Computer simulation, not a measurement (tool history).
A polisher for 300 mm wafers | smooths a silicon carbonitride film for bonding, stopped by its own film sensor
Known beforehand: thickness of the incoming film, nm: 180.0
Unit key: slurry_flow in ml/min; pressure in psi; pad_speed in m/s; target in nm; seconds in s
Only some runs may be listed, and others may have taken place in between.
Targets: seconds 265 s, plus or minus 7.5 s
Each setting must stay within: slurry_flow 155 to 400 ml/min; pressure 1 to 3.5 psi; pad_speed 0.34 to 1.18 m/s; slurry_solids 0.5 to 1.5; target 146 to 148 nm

| run | hour | slurry_flow | pressure | pad_speed | slurry_solids | target | seconds |
|---|---|---|---|---|---|---|---|
| 1 | 0 | 255 | 2.2 | 0.76 | 1 | 148 | 174.83 |
| 2 | 2.2 | 250 | 1.9 | 0.76 | 1 | 148 | 197.95 |
| 3 | 7.9 | 315 | 1.9 | 0.76 | 1 | 148 | 193.77 |
| 4 | 16.5 | 310 | 1.7 | 0.76 | 1 | 148 | 216.51 |
| 5 | 23.9 | 310 | 1.7 | 0.76 | 1 | 148 | 215.68 |
| 6 | 26.7 | 310 | 1.7 | 0.76 | 1 | 146 | 227.44 |
| 7 | 35.7 | 310 | 1.6 | 0.76 | 1 | 146 | 245.92 |
|  | 40 | head pressure recalibrated |
| 8 | 40 | 305 | 1.6 | 0.76 | 1 | 146 | 226.99 |

Which of these 5 next moves meets every target?
| A | 44.3 | 345 | 1.4 | 0.64 | 0.95 | 146 | ? |
| B | 44.3 | 345 | 1.3 | 0.92 | 0.75 | 146 | ? |
| C | 44.3 | 280 | 1.5 | 0.46 | 1.25 | 146 | ? |
| D | 44.3 | 220 | 1.6 | 0.52 | 1 | 146 | ? |
| E | 44.3 | 310 | 1.3 | 0.74 | 1 | 148 | ? |

| move | seconds |
|---|---|
| A | 285.93 |
| B | 285.02 |
| C | 282.33 |
| D | 284.69 |
| E | 264.21 |
A: carries the result that was furthest off beyond its target, to the other side
B: carries the result that was furthest off beyond its target, to the other side
C: carries the result that was furthest off beyond its target, to the other side
D: carries the result that was furthest off beyond its target, to the other side
E: meets every target
Go with E: it meets all targets.

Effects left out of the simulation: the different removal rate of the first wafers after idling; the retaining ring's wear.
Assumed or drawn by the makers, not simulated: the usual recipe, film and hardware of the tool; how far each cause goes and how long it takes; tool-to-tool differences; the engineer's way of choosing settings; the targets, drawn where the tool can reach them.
